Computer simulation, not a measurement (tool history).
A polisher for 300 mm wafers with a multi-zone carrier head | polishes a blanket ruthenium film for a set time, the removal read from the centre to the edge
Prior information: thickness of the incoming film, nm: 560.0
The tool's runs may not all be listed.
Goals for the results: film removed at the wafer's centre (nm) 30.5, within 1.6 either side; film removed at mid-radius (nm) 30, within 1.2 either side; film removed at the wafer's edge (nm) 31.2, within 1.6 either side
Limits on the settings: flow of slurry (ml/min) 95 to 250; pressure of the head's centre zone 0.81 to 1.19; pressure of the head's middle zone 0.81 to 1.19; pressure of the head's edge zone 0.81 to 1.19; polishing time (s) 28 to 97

| run | hour | flow of slurry (ml/min) | pressure of the head's centre zone | pressure of the head's middle zone | pressure of the head's edge zone | polishing time (s) | film removed at the wafer's centre (nm) | film removed at mid-radius (nm) | film removed at the wafer's edge (nm) |
|---|---|---|---|---|---|---|---|---|---|
| 1 | 0 | 160 | 1 | 1 | 1 | 62 | 61.496 | 63.036 | 62.735 |
| 2 | 5.8 | 160 | 1 | 1.05 | 1 | 62 | 63.42 | 65.186 | 63.415 |
| 3 | 7.1 | 160 | 1 | 1 | 1 | 62 | 63.328 | 62.892 | 62.439 |
| 4 | 13 | 160 | 0.95 | 1 | 1 | 62 | 59.763 | 63.396 | 61.772 |
| 5 | 17.3 | 140 | 0.95 | 0.95 | 0.98 | 52 | 48.032 | 49.235 | 50.849 |
| 6 | 20 | 140 | 0.95 | 0.88 | 0.98 | 52 | 47.184 | 46.507 | 50.538 |
| 7 | 22.8 | 135 | 0.95 | 0.88 | 0.94 | 45 | 40.23 | 39.404 | 43 |
| 8 | 25.8 | 135 | 0.95 | 0.89 | 0.91 | 41 | 37.144 | 36.055 | 38.666 |
| 9 | 27.3 | 125 | 0.91 | 0.89 | 0.82 | 32 | 28.013 | 28.074 | 29.511 |
| 10 | 35.7 | 135 | 0.92 | 0.89 | 0.83 | 32 | 28.753 | 28.456 | 29.289 |
| 11 | 39 | 135 | 0.93 | 0.89 | 0.84 | 32 | 28.924 | 28.216 | 29.082 |

Which single option among these 5 for the next run brings every result within its allowed miss of target? Just one does.
| A | 42.3 | 125 | 0.85 | 0.94 | 0.81 | 32 | ? | ? | ? |
| B | 42.3 | 180 | 0.91 | 0.87 | 0.84 | 33 | ? | ? | ? |
| C | 42.3 | 210 | 1.02 | 1 | 0.82 | 28 | ? | ? | ? |
| D | 42.3 | 135 | 0.96 | 0.81 | 0.89 | 33 | ? | ? | ? |
| E | 42.3 | 95 | 1.05 | 0.81 | 0.95 | 35 | ? | ? | ? |

| move | film removed at the wafer's centre (nm) | film removed at mid-radius (nm) | film removed at the wafer's edge (nm) |
|---|---|---|---|
| A | 25.424 | 29.484 | 29.178 |
| B | 30.316 | 30.503 | 32.124 |
| C | 29.622 | 29.715 | 27.37 |
| D | 30.17 | 27.313 | 31.798 |
| E | 31.785 | 26.609 | 32.798 |
A: the worst result of the last run now meets its target, but another is out of spec
B: all results in spec
C: the worst result of the last run now meets its target, but another is out of spec
D: misses by more than the last run did
E: misses by more than the last run did
Go with B: it meets all targets.

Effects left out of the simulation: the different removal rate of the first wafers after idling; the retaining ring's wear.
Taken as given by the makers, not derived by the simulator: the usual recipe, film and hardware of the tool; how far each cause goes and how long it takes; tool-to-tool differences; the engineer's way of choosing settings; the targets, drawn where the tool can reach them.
